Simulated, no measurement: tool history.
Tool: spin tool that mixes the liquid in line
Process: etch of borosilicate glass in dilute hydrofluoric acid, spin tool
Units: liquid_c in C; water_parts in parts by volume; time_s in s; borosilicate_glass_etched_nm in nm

| run | day | liquid_c | water_parts | time_s | borosilicate_glass_etched_nm |
|---|---|---|---|---|---|
| 1 | 0.000 | 23.0 | 160 | 55 | 11.2970 |
| 2 | 0.238 | 22.5 | 160 | 55 | 10.9650 |
| 3 | 0.458 | 22.5 | 180 | 55 | 9.5179 |
| 4 | 0.579 | 22.0 | 180 | 55 | 9.3779 |
| 5 | 0.700 | 25.0 | 180 | 55 | 10.5690 |
| 6 | 0.946 | 24.5 | 180 | 55 | 10.3320 |
| 7 | 1.071 | 24.0 | 180 | 55 | 10.2530 |
| 8 | 1.283 | 23.5 | 180 | 55 | 9.9967 |
| 9 | 1.575 | 23.0 | 180 | 55 | 9.8552 |
| 10 | 1.704 | 22.5 | 180 | 55 | 9.6291 |
| 11 | 1.729 | 22.0 | 180 | 55 | 9.4178 |
| 12 | 2.096 | 21.5 | 180 | 55 | 9.2756 |
| 13 | 2.450 | 21.0 | 180 | 55 | 9.0017 |

Run 14 comes next. What will it give?
| 14 | 2.600 | 20.5 | 180 | 55 | ? |

borosilicate_glass_etched_nm: 9.0178 nm

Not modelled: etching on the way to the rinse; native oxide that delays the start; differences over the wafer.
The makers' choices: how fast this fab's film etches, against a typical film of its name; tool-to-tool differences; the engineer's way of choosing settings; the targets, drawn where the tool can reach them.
